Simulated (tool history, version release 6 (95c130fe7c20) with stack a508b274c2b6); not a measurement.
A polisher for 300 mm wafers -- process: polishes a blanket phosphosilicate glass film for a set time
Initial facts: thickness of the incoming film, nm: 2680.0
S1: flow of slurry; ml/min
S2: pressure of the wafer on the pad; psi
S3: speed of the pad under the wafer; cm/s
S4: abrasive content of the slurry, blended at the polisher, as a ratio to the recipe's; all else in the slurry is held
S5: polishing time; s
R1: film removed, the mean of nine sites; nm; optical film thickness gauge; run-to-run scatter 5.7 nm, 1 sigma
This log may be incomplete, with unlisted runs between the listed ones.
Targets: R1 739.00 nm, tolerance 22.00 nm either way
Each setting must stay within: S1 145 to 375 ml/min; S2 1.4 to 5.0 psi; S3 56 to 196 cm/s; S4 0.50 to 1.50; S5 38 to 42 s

run  hour   S1   S2   S3    S4  S5      R1
  1   0.0  240  3.2  126  1.00  42  495.76
  2   2.8  240  3.9  126  1.00  42  567.98
  3   5.7  245  4.2  126  1.00  42  604.27
  4  10.2  245  4.5  126  1.00  42  639.39
  5  16.7  245  4.6  128  1.00  42  644.50
  6  18.2  245  4.6  128  1.10  42  679.14
  7  22.1  245  4.7  128  1.10  42  684.96
  8  25.5  245  4.8  128  1.10  42  695.86
  9  29.2  245  4.9  128  1.10  42  716.98

Below are 5 possible settings for the next run. Only one of them brings all results inside the allowed miss of their targets. Which is it?
  A  32.9  255  4.9  116  1.10  42   ?
  B  32.9  275  5.0  114  1.20  42   ?
  C  32.9  240  4.8  128  1.10  42   ?
  D  32.9  355  4.7  136  1.05  42   ?
  E  32.9  170  5.0  114  1.30  42   ?

move      R1
   A  668.10
   B  701.89
   C  706.80
   D  742.38
   E  679.36
A: lands further from the targets than the last run did
B: lands further from the targets than the last run did
C: lands further from the targets than the last run did
D: all results in spec
E: lands further from the targets than the last run did
D is the move that brings every result within its allowed miss.

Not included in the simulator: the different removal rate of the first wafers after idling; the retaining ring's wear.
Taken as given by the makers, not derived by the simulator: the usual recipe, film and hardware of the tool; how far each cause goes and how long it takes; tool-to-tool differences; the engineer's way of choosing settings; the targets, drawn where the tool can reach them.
